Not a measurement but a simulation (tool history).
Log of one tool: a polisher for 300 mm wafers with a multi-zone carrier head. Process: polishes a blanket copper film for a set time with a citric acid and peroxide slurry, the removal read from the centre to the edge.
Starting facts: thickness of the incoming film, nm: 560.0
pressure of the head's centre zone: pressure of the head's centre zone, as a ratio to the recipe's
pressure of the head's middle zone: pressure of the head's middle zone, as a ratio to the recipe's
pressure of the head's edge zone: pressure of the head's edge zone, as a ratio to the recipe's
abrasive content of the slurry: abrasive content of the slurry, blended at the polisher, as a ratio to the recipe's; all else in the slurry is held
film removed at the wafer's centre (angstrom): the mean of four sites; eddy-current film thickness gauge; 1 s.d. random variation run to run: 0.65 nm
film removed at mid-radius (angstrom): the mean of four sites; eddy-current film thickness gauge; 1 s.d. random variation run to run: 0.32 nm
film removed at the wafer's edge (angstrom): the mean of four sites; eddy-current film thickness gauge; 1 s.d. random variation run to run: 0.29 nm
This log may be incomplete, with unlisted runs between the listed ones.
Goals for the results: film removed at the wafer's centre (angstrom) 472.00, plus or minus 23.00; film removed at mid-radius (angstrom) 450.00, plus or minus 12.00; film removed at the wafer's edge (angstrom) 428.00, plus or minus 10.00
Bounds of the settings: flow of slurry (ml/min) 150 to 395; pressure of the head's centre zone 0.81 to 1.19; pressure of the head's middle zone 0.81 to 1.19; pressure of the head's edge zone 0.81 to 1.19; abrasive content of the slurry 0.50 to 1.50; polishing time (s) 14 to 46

| run | hour | flow of slurry (ml/min) | pressure of the head's centre zone | pressure of the head's middle zone | pressure of the head's edge zone | abrasive content of the slurry | polishing time (s) | film removed at the wafer's centre (angstrom) | film removed at mid-radius (angstrom) | film removed at the wafer's edge (angstrom) |
|---|---|---|---|---|---|---|---|---|---|---|
| 1 | 0.0 | 250 | 1.00 | 1.00 | 1.00 | 1.00 | 30 | 634.79 | 648.15 | 631.89 |
| 2 | 1.1 | 295 | 1.00 | 1.00 | 1.00 | 1.00 | 30 | 644.41 | 653.03 | 641.98 |
| 3 | 7.2 | 285 | 1.00 | 0.99 | 0.96 | 0.90 | 29 | 620.29 | 625.41 | 593.04 |
| 4 | 14.1 | 275 | 0.99 | 0.96 | 0.94 | 0.80 | 28 | 567.78 | 565.72 | 556.28 |
| 5 | 18.0 | 270 | 0.99 | 0.95 | 0.92 | 0.75 | 27 | 531.70 | 530.42 | 520.66 |
| 6 | 24.5 | 270 | 0.99 | 0.95 | 0.84 | 0.75 | 27 | 542.04 | 523.95 | 501.36 |
| 7 | 25.8 | 265 | 0.99 | 0.95 | 0.83 | 0.70 | 27 | 528.69 | 515.34 | 483.97 |
| 8 | 27.0 | 255 | 0.99 | 0.94 | 0.83 | 0.65 | 27 | 521.05 | 507.09 | 477.00 |
| 9 | 33.1 | 245 | 0.99 | 0.93 | 0.83 | 0.60 | 27 | 523.01 | 496.76 | 470.41 |
| 10 | 35.6 | 235 | 0.98 | 0.92 | 0.83 | 0.60 | 27 | 523.22 | 493.09 | 471.89 |
| 11 | 37.2 | 230 | 0.97 | 0.91 | 0.82 | 0.55 | 26 | 473.54 | 459.54 | 438.76 |
| 12 | 43.5 | 225 | 0.97 | 0.91 | 0.82 | 0.55 | 26 | 478.00 | 461.81 | 443.19 |
| 13 | 47.4 | 220 | 0.97 | 0.91 | 0.82 | 0.55 | 26 | 477.00 | 453.25 | 444.67 |

Which one of the following 5 next-run settings gets every result inside its allowed miss? There is exactly one.
| A | 51.3 | 270 | 0.98 | 0.91 | 0.81 | 0.55 | 25 | ? | ? | ? |
| B | 51.3 | 200 | 0.93 | 0.87 | 0.86 | 0.55 | 27 | ? | ? | ? |
| C | 51.3 | 225 | 0.93 | 0.86 | 0.84 | 0.55 | 27 | ? | ? | ? |
| D | 51.3 | 180 | 0.98 | 0.86 | 0.85 | 0.65 | 26 | ? | ? | ? |
| E | 51.3 | 155 | 0.97 | 0.89 | 0.83 | 0.60 | 27 | ? | ? | ? |

| move | film removed at the wafer's centre (angstrom) | film removed at mid-radius (angstrom) | film removed at the wafer's edge (angstrom) |
|---|---|---|---|
| A | 463.27 | 448.55 | 427.32 |
| B | 463.31 | 456.96 | 466.57 |
| C | 467.69 | 456.50 | 464.71 |
| D | 482.11 | 447.10 | 459.53 |
| E | 481.77 | 464.93 | 460.70 |
A: in spec on every target
B: misses by more than the last run did
C: misses by more than the last run did
D: misses by more than the last run did
E: misses by more than the last run did
A is the move that brings every result within its allowed miss.

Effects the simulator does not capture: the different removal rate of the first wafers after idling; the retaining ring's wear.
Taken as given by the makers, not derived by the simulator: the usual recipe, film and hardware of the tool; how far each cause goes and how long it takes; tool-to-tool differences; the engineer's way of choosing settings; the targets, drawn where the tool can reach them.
